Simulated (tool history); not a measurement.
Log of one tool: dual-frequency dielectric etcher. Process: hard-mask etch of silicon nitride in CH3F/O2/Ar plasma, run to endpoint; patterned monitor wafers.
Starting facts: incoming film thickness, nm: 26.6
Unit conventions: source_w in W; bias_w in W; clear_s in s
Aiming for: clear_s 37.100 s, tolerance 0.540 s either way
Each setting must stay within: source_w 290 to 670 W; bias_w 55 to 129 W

{"run": 1, "hour": 0.0, "source_w": 480, "bias_w": 92, "clear_s": 33.959}
{"run": 2, "hour": 3.0, "source_w": 480, "bias_w": 84, "clear_s": 35.389}
{"run": 3, "hour": 5.1, "source_w": 540, "bias_w": 84, "clear_s": 33.658}
{"run": 4, "hour": 6.2, "source_w": 540, "bias_w": 73, "clear_s": 35.648}
{"run": 5, "hour": 13.9, "source_w": 540, "bias_w": 89, "clear_s": 33.022}
{"run": 6, "hour": 15.0, "source_w": 630, "bias_w": 89, "clear_s": 30.872}
{"run": 7, "hour": 16.6, "source_w": 580, "bias_w": 88, "clear_s": 32.312}
{"run": 8, "hour": 17.3, "source_w": 580, "bias_w": 88, "clear_s": 32.178}
{"run": 9, "hour": 24.9, "source_w": 540, "bias_w": 87, "clear_s": 33.266}
{"run": 10, "hour": 28.6, "source_w": 510, "bias_w": 86, "clear_s": 34.325}
{"run": 11, "hour": 34.4, "source_w": 490, "bias_w": 86, "clear_s": 34.658}
{"run": 12, "hour": 36.0, "source_w": 470, "bias_w": 86, "clear_s": 35.081}
{"run": 13, "hour": 40.4, "source_w": 390, "bias_w": 84, "clear_s": 38.174}
{"run": 14, "hour": 45.8, "source_w": 400, "bias_w": 84, "clear_s": 37.658}

Which single option among these 5 for the next run brings every result within its allowed miss of target? Just one does.
{"run": "A", "hour": 51.2, "source_w": 390, "bias_w": 83, "clear_s": "?"}
{"run": "B", "hour": 51.2, "source_w": 470, "bias_w": 70, "clear_s": "?"}
{"run": "C", "hour": 51.2, "source_w": 360, "bias_w": 99, "clear_s": "?"}
{"run": "D", "hour": 51.2, "source_w": 400, "bias_w": 82, "clear_s": "?"}
{"run": "E", "hour": 51.2, "source_w": 400, "bias_w": 79, "clear_s": "?"}

move=A clear_s=38.397
move=B clear_s=38.158
move=C clear_s=36.861
move=D clear_s=38.199
move=E clear_s=38.781
A: misses by more than the last run did
B: misses by more than the last run did
C: meets every target
D: misses by more than the last run did
E: misses by more than the last run did
Correct choice: C, which meets every target

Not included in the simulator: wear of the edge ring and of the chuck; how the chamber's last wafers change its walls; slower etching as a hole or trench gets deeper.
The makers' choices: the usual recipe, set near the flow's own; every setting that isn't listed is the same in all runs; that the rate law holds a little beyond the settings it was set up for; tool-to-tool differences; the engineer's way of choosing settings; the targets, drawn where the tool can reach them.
